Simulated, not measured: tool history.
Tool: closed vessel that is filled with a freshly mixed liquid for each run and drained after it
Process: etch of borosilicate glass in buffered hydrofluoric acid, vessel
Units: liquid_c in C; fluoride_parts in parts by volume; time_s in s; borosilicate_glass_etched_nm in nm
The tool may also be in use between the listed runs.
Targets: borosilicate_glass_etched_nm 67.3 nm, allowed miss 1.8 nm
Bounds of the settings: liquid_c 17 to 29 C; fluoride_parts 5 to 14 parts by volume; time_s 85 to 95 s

{"run": 1, "hour": 0.0, "liquid_c": 21, "fluoride_parts": 8.5, "time_s": 85, "borosilicate_glass_etched_nm": 98.982}
{"run": 2, "hour": 6.6, "liquid_c": 19.5, "fluoride_parts": 8.5, "time_s": 85, "borosilicate_glass_etched_nm": 91.6}
{"run": 3, "hour": 8.5, "liquid_c": 19.5, "fluoride_parts": 8.5, "time_s": 85, "borosilicate_glass_etched_nm": 91.36}
{"run": 4, "hour": 16.6, "liquid_c": 19, "fluoride_parts": 9, "time_s": 85, "borosilicate_glass_etched_nm": 83.134}
{"run": 5, "hour": 22.2, "liquid_c": 18.5, "fluoride_parts": 9, "time_s": 85, "borosilicate_glass_etched_nm": 81.637}
{"run": 6, "hour": 29.4, "liquid_c": 18.5, "fluoride_parts": 9, "time_s": 95, "borosilicate_glass_etched_nm": 91.269}
{"run": 7, "hour": 31.6, "liquid_c": 18, "fluoride_parts": 9.5, "time_s": 95, "borosilicate_glass_etched_nm": 85.028}
{"run": 8, "hour": 40.4, "liquid_c": 17.5, "fluoride_parts": 10.5, "time_s": 95, "borosilicate_glass_etched_nm": 76.311}
{"run": 9, "hour": 47.8, "liquid_c": 17, "fluoride_parts": 11, "time_s": 95, "borosilicate_glass_etched_nm": 70.94}

4 next moves are on the table. One of them brings every result within its allowed miss. Which?
{"run": "A", "hour": 55.2, "liquid_c": 18.5, "fluoride_parts": 12, "time_s": 90, "borosilicate_glass_etched_nm": "?"}
{"run": "B", "hour": 55.2, "liquid_c": 19, "fluoride_parts": 11.5, "time_s": 90, "borosilicate_glass_etched_nm": "?"}
{"run": "C", "hour": 55.2, "liquid_c": 17.5, "fluoride_parts": 10.5, "time_s": 95, "borosilicate_glass_etched_nm": "?"}
{"run": "D", "hour": 55.2, "liquid_c": 18, "fluoride_parts": 10.5, "time_s": 90, "borosilicate_glass_etched_nm": "?"}

move=A borosilicate_glass_etched_nm=67.303
move=B borosilicate_glass_etched_nm=72.166
move=C borosilicate_glass_etched_nm=76.709
move=D borosilicate_glass_etched_nm=74.717
A: meets every target
B: further off than the last run
C: further off than the last run
D: further off than the last run
The right move is A.
